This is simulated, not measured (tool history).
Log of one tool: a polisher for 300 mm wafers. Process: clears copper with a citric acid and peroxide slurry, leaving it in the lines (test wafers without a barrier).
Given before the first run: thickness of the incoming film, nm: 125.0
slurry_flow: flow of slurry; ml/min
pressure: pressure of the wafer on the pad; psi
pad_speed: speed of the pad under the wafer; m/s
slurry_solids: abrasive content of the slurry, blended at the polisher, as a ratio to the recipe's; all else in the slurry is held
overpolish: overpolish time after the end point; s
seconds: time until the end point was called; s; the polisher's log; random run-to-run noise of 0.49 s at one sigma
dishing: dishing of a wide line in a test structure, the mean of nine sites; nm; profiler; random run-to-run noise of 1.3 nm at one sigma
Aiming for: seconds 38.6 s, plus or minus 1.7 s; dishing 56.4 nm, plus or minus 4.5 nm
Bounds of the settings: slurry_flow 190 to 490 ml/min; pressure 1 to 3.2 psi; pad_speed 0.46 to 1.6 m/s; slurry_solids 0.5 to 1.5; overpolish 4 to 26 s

{"run": 1, "hour": 0.0, "slurry_flow": 315, "pressure": 2.1, "pad_speed": 1.02, "slurry_solids": 1, "overpolish": 13, "seconds": 67.811, "dishing": 19.488}
{"run": 2, "hour": 1.5, "slurry_flow": 315, "pressure": 2.1, "pad_speed": 1.02, "slurry_solids": 1.1, "overpolish": 13, "seconds": 66.507, "dishing": 19.306}
{"run": 3, "hour": 9.5, "slurry_flow": 315, "pressure": 2.2, "pad_speed": 1.04, "slurry_solids": 1.1, "overpolish": 14, "seconds": 64.139, "dishing": 21.921}
{"run": 4, "hour": 12.8, "slurry_flow": 315, "pressure": 2.2, "pad_speed": 1.04, "slurry_solids": 1.2, "overpolish": 14, "seconds": 61.985, "dishing": 22.781}
{"run": 5, "hour": 16.2, "slurry_flow": 315, "pressure": 2.3, "pad_speed": 1.06, "slurry_solids": 1.2, "overpolish": 15, "seconds": 58.901, "dishing": 25.376}
{"run": 6, "hour": 18.4, "slurry_flow": 315, "pressure": 2.4, "pad_speed": 1.08, "slurry_solids": 1.2, "overpolish": 16, "seconds": 54.772, "dishing": 28.273}
{"run": 7, "hour": 22.3, "slurry_flow": 315, "pressure": 2.5, "pad_speed": 1.08, "slurry_solids": 1.2, "overpolish": 17, "seconds": 53.371, "dishing": 31.216}
{"run": 8, "hour": 24.4, "slurry_flow": 315, "pressure": 2.6, "pad_speed": 1.08, "slurry_solids": 1.2, "overpolish": 17, "seconds": 50.721, "dishing": 32.583}
{"run": 9, "hour": 30.2, "slurry_flow": 315, "pressure": 2.7, "pad_speed": 1.08, "slurry_solids": 1.2, "overpolish": 17, "seconds": 49.711, "dishing": 32.492}
{"run": 10, "hour": 34.2, "slurry_flow": 315, "pressure": 2.7, "pad_speed": 1.1, "slurry_solids": 1.2, "overpolish": 18, "seconds": 48.306, "dishing": 36.128}
{"run": 11, "hour": 41.7, "slurry_flow": 315, "pressure": 2.7, "pad_speed": 1.1, "slurry_solids": 1.2, "overpolish": 18, "seconds": 47.489, "dishing": 37.416}
{"run": 12, "hour": 45.7, "slurry_flow": 315, "pressure": 3, "pad_speed": 1.12, "slurry_solids": 1.2, "overpolish": 20, "seconds": 42.764, "dishing": 43.291}

Exercise: of the 5 proposed moves below, exactly one satisfies all targets within the stated allowed misses. Which move is it?
{"run": "A", "hour": 49.7, "slurry_flow": 365, "pressure": 2.7, "pad_speed": 1.44, "slurry_solids": 1.1, "overpolish": 14, "seconds": "?", "dishing": "?"}
{"run": "B", "hour": 49.7, "slurry_flow": 285, "pressure": 2.8, "pad_speed": 1.14, "slurry_solids": 1.15, "overpolish": 13, "seconds": "?", "dishing": "?"}
{"run": "C", "hour": 49.7, "slurry_flow": 265, "pressure": 2.7, "pad_speed": 1.08, "slurry_solids": 1.15, "overpolish": 26, "seconds": "?", "dishing": "?"}
{"run": "D", "hour": 49.7, "slurry_flow": 345, "pressure": 2.7, "pad_speed": 1.14, "slurry_solids": 1, "overpolish": 18, "seconds": "?", "dishing": "?"}
{"run": "E", "hour": 49.7, "slurry_flow": 295, "pressure": 3.2, "pad_speed": 1.16, "slurry_solids": 1.3, "overpolish": 23, "seconds": "?", "dishing": "?"}

move=A seconds=37.798 dishing=35.861
move=B seconds=46.444 dishing=27.797
move=C seconds=51.077 dishing=47.562
move=D seconds=48.881 dishing=35.69
move=E seconds=38.878 dishing=54.606
A: the biggest miss grows against the last run
B: the biggest miss grows against the last run
C: the biggest miss grows against the last run
D: the biggest miss grows against the last run
E: every result lands within tolerance
E is the move that brings every result within its allowed miss.
